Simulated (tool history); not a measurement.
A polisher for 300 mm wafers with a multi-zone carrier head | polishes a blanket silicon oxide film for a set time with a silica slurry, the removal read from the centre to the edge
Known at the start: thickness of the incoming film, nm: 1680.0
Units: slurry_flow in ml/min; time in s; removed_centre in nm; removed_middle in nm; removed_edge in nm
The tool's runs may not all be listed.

Run 1, hour 0: slurry_flow 225 ml/min, centre_zone 1, middle_zone 1, edge_zone 1, slurry_solids 1, time 47 s. Result: removed_centre 242.17 nm, removed_middle 242.38 nm, removed_edge 234.91 nm.
Run 2, hour 7.1: slurry_flow 225 ml/min, centre_zone 1, middle_zone 1.03, edge_zone 1, slurry_solids 1, time 47 s. Result: removed_centre 241.31 nm, removed_middle 248.62 nm, removed_edge 232.16 nm.
Run 3, hour 13.7: slurry_flow 225 ml/min, centre_zone 0.96, middle_zone 1.03, edge_zone 1, slurry_solids 1, time 47 s. Result: removed_centre 229.77 nm, removed_middle 247.69 nm, removed_edge 233.04 nm.
Run 4, hour 16.2: slurry_flow 245 ml/min, centre_zone 0.97, middle_zone 1.02, edge_zone 1.05, slurry_solids 1, time 47 s. Result: removed_centre 235.7 nm, removed_middle 248.65 nm, removed_edge 240.26 nm.
Run 5, hour 22.9: slurry_flow 245 ml/min, centre_zone 0.97, middle_zone 1.02, edge_zone 1.12, slurry_solids 1, time 47 s. Result: removed_centre 236.44 nm, removed_middle 250.85 nm, removed_edge 254.81 nm.
Run 6, hour 24.7: slurry_flow 245 ml/min, centre_zone 0.97, middle_zone 1.02, edge_zone 1.12, slurry_solids 1.1, time 47 s. Result: removed_centre 245.52 nm, removed_middle 260.27 nm, removed_edge 261.7 nm.
Run 7, hour 27.3: slurry_flow 255 ml/min, centre_zone 0.98, middle_zone 1.01, edge_zone 1.14, slurry_solids 1.1, time 47 s. Result: removed_centre 251.81 nm, removed_middle 257.63 nm, removed_edge 265.47 nm.

Forecast run 8:
Run 8, hour 34.2: slurry_flow 255 ml/min, centre_zone 0.98, middle_zone 1.01, edge_zone 1.14, slurry_solids 1.1, time 47 s. Result: removed_centre ?, removed_middle ?, removed_edge ?.

{"run 8": {"removed_centre": 249.57, "removed_middle": 261.05, "removed_edge": 267.2}}
